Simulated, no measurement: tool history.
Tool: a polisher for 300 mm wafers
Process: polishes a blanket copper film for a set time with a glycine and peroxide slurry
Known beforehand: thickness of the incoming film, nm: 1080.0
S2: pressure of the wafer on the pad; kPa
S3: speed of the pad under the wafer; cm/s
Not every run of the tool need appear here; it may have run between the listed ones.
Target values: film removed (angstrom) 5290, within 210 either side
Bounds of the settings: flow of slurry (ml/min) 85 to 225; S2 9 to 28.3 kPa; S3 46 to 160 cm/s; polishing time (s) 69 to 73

{"run": 1, "day": 0.0, "flow of slurry (ml/min)": 145, "S2": 18.6, "S3": 102, "polishing time (s)": 69, "film removed (angstrom)": 3846.3}
{"run": 2, "day": 0.058, "flow of slurry (ml/min)": 145, "S2": 21.4, "S3": 102, "polishing time (s)": 69, "film removed (angstrom)": 4247}
{"run": 3, "day": 0.192, "flow of slurry (ml/min)": 150, "S2": 22.8, "S3": 102, "polishing time (s)": 69, "film removed (angstrom)": 4440.1}
{"run": 4, "day": 0.546, "flow of slurry (ml/min)": 150, "S2": 22.8, "S3": 92, "polishing time (s)": 69, "film removed (angstrom)": 4190.3}
{"run": 5, "day": 0.892, "flow of slurry (ml/min)": 150, "S2": 22.8, "S3": 76, "polishing time (s)": 69, "film removed (angstrom)": 3803.6}
{"run": 6, "day": 1.208, "flow of slurry (ml/min)": 150, "S2": 25.5, "S3": 76, "polishing time (s)": 69, "film removed (angstrom)": 4117.9}
{"run": 7, "day": 1.312, "flow of slurry (ml/min)": 155, "S2": 26.2, "S3": 82, "polishing time (s)": 69, "film removed (angstrom)": 4324.2}
{"day": 1.579, "done": "head pressure recalibrated"}
{"run": 8, "day": 1.579, "flow of slurry (ml/min)": 155, "S2": 26.2, "S3": 82, "polishing time (s)": 69, "film removed (angstrom)": 4726}
{"run": 9, "day": 1.9, "flow of slurry (ml/min)": 165, "S2": 26.2, "S3": 82, "polishing time (s)": 69, "film removed (angstrom)": 4827.4}

Below are 5 possible settings for the next run. Only one of them brings all results inside the allowed miss of their targets. Which is it?
{"run": "A", "day": 2.221, "flow of slurry (ml/min)": 185, "S2": 26.9, "S3": 72, "polishing time (s)": 70, "film removed (angstrom)": "?"}
{"run": "B", "day": 2.221, "flow of slurry (ml/min)": 145, "S2": 26.2, "S3": 102, "polishing time (s)": 70, "film removed (angstrom)": "?"}
{"run": "C", "day": 2.221, "flow of slurry (ml/min)": 155, "S2": 22.8, "S3": 86, "polishing time (s)": 71, "film removed (angstrom)": "?"}
{"run": "D", "day": 2.221, "flow of slurry (ml/min)": 170, "S2": 24.8, "S3": 62, "polishing time (s)": 70, "film removed (angstrom)": "?"}
{"run": "E", "day": 2.221, "flow of slurry (ml/min)": 165, "S2": 26.9, "S3": 62, "polishing time (s)": 72, "film removed (angstrom)": "?"}

move=A film_removed_(angstrom)=4707.8
move=B film_removed_(angstrom)=5226
move=C film_removed_(angstrom)=4481.8
move=D film_removed_(angstrom)=4138.1
move=E film_removed_(angstrom)=4469.9
A: its largest miss is bigger than the last run's
B: hits every target within its allowed miss
C: its largest miss is bigger than the last run's
D: its largest miss is bigger than the last run's
E: its largest miss is bigger than the last run's
Move B is the one to make.
